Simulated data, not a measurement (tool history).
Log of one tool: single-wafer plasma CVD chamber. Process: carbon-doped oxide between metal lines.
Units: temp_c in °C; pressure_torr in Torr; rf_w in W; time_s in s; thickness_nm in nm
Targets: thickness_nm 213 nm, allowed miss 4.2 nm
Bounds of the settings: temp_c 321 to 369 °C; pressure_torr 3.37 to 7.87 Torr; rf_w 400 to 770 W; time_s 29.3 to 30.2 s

run 1 hour=0 | temp_c=345 pressure_torr=5.62 rf_w=585 time_s=29.3 | thickness_nm=193.31
run 2 hour=6.4 | temp_c=343 pressure_torr=5.82 rf_w=595 time_s=29.3 | thickness_nm=196.92
run 3 hour=11.6 | temp_c=341 pressure_torr=5.97 rf_w=605 time_s=29.3 | thickness_nm=204.03
run 4 hour=15.7 | temp_c=335 pressure_torr=5.97 rf_w=605 time_s=29.3 | thickness_nm=206.15
run 5 hour=22.4 | temp_c=335 pressure_torr=5.97 rf_w=605 time_s=29.3 | thickness_nm=205.42
run 6 hour=23.2 | temp_c=335 pressure_torr=5.12 rf_w=605 time_s=29.3 | thickness_nm=203.14
run 7 hour=28.2 | temp_c=333 pressure_torr=5.2 rf_w=610 time_s=29.3 | thickness_nm=204.4
run 8 hour=34.4 | temp_c=332 pressure_torr=5.3 rf_w=615 time_s=29.3 | thickness_nm=206.53
run 9 hour=41 | temp_c=331 pressure_torr=5.38 rf_w=615 time_s=29.3 | thickness_nm=207

4 next moves are on the table. One of them brings every result within its allowed miss. Which?
run A hour=47.6 | temp_c=334 pressure_torr=5.37 rf_w=625 time_s=29.9 | thickness_nm=?
run B hour=47.6 | temp_c=340 pressure_torr=5.67 rf_w=590 time_s=30.1 | thickness_nm=?
run C hour=47.6 | temp_c=335 pressure_torr=5.62 rf_w=580 time_s=29.3 | thickness_nm=?
run D hour=47.6 | temp_c=331 pressure_torr=5.42 rf_w=590 time_s=29.3 | thickness_nm=?

move=A thickness_nm=215.35
move=B thickness_nm=205.48
move=C thickness_nm=200.16
move=D thickness_nm=204.21
A: meets every target
B: further off than the last run
C: further off than the last run
D: further off than the last run
Move A is the one to make.

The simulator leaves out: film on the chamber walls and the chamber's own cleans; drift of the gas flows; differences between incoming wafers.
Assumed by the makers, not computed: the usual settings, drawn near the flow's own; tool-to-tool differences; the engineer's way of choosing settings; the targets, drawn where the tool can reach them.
